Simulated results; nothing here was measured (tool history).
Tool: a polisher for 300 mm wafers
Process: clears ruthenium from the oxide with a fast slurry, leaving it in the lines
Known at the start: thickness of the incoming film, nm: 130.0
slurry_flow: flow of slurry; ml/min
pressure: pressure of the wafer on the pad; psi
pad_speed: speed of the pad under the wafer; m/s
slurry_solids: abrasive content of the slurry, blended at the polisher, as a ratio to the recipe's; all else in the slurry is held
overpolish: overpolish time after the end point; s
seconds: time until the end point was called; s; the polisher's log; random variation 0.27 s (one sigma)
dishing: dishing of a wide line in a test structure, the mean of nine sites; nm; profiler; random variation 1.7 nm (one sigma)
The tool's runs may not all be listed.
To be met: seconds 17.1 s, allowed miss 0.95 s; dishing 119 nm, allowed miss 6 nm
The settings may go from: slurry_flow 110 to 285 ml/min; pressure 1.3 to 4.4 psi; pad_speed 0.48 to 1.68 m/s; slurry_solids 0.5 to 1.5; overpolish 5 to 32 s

Run 1, day 0: slurry_flow 180 ml/min, pressure 2.8 psi, pad_speed 1.08 m/s, slurry_solids 1, overpolish 16 s. Result: seconds 24.484 s, dishing 66.504 nm.
Run 2, day 0.033: slurry_flow 180 ml/min, pressure 3 psi, pad_speed 1.08 m/s, slurry_solids 1, overpolish 17 s. Result: seconds 22.801 s, dishing 73.382 nm.
Run 3, day 0.133: slurry_flow 180 ml/min, pressure 3.2 psi, pad_speed 1.08 m/s, slurry_solids 1, overpolish 18 s. Result: seconds 21.424 s, dishing 78.405 nm.
Run 4, day 0.338: slurry_flow 180 ml/min, pressure 3.3 psi, pad_speed 1.1 m/s, slurry_solids 1, overpolish 19 s. Result: seconds 19.948 s, dishing 88.488 nm.
Run 5, day 0.45: slurry_flow 180 ml/min, pressure 3.4 psi, pad_speed 1.1 m/s, slurry_solids 1, overpolish 20 s. Result: seconds 19.144 s, dishing 94.336 nm.
Run 6, day 0.6: slurry_flow 180 ml/min, pressure 3.4 psi, pad_speed 1.1 m/s, slurry_solids 1, overpolish 21 s. Result: seconds 20.419 s, dishing 96.694 nm.
Run 7, day 0.896: slurry_flow 180 ml/min, pressure 3.5 psi, pad_speed 1.1 m/s, slurry_solids 1, overpolish 21 s. Result: seconds 18.987 s, dishing 95.103 nm.
Run 8, day 0.996: slurry_flow 180 ml/min, pressure 3.5 psi, pad_speed 1.12 m/s, slurry_solids 1, overpolish 22 s. Result: seconds 18.716 s, dishing 102.21 nm.
Run 9, day 1.15: slurry_flow 180 ml/min, pressure 3.6 psi, pad_speed 1.12 m/s, slurry_solids 1, overpolish 23 s. Result: seconds 18.705 s, dishing 109.67 nm.

4 next moves are on the table. One of them brings every result within its allowed miss. Which?
Run A, day 1.304: slurry_flow 205 ml/min, pressure 3.3 psi, pad_speed 1.16 m/s, slurry_solids 0.95, overpolish 30 s. Result: seconds ?, dishing ?.
Run B, day 1.304: slurry_flow 225 ml/min, pressure 3.8 psi, pad_speed 1.12 m/s, slurry_solids 0.95, overpolish 24 s. Result: seconds ?, dishing ?.
Run C, day 1.304: slurry_flow 200 ml/min, pressure 3 psi, pad_speed 1.18 m/s, slurry_solids 1.05, overpolish 21 s. Result: seconds ?, dishing ?.
Run D, day 1.304: slurry_flow 190 ml/min, pressure 2.9 psi, pad_speed 1.16 m/s, slurry_solids 1.1, overpolish 31 s. Result: seconds ?, dishing ?.

move  seconds  dishing
   A   19.816   128.24
   B   17.499    119.7
   C   20.868   94.984
   D    21.68   123.27
A: further off than the last run
B: meets every target
C: further off than the last run
D: further off than the last run
Move B is the one to make.
